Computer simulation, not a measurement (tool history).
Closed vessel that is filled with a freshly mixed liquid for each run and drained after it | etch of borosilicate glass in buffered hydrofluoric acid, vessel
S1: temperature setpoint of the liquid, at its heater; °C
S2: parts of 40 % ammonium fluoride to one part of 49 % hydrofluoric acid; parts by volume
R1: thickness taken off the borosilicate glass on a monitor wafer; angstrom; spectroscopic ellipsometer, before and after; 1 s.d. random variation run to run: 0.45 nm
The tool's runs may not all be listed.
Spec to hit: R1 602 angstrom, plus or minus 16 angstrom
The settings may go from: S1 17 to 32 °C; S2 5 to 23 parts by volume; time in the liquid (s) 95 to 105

{"run": 1, "day": 0.0, "S1": 24, "S2": 14, "time in the liquid (s)": 95, "R1": 965.31}
{"run": 2, "day": 0.204, "S1": 21.5, "S2": 14, "time in the liquid (s)": 95, "R1": 847.45}
{"run": 3, "day": 0.246, "S1": 20.5, "S2": 14.5, "time in the liquid (s)": 95, "R1": 777.8}
{"run": 4, "day": 0.546, "S1": 20.5, "S2": 14.5, "time in the liquid (s)": 105, "R1": 855.73}
{"run": 5, "day": 0.921, "S1": 20.5, "S2": 14.5, "time in the liquid (s)": 95, "R1": 775.82}
{"run": 6, "day": 1.242, "S1": 20, "S2": 14.5, "time in the liquid (s)": 95, "R1": 746.08}
{"run": 7, "day": 1.588, "S1": 19.5, "S2": 14.5, "time in the liquid (s)": 95, "R1": 726.66}
{"run": 8, "day": 1.783, "S1": 19, "S2": 14.5, "time in the liquid (s)": 95, "R1": 710.42}
{"run": 9, "day": 1.85, "S1": 18.5, "S2": 14.5, "time in the liquid (s)": 95, "R1": 681.61}

Which one of the following 4 next-run settings gets every result inside its allowed miss? There is exactly one.
{"run": "A", "day": 1.917, "S1": 19.5, "S2": 14.5, "time in the liquid (s)": 95, "R1": "?"}
{"run": "B", "day": 1.917, "S1": 18.5, "S2": 14.5, "time in the liquid (s)": 105, "R1": "?"}
{"run": "C", "day": 1.917, "S1": 21, "S2": 20, "time in the liquid (s)": 100, "R1": "?"}
{"run": "D", "day": 1.917, "S1": 19, "S2": 15.5, "time in the liquid (s)": 95, "R1": "?"}

move=A R1=730.94
move=B R1=764.48
move=C R1=607.24
move=D R1=665.59
A: lands further from the targets than the last run did
B: lands further from the targets than the last run did
C: meets every target
D: an improvement on the last run, though not all results are within tolerance
So the answer is move C, the one that meets all the targets.
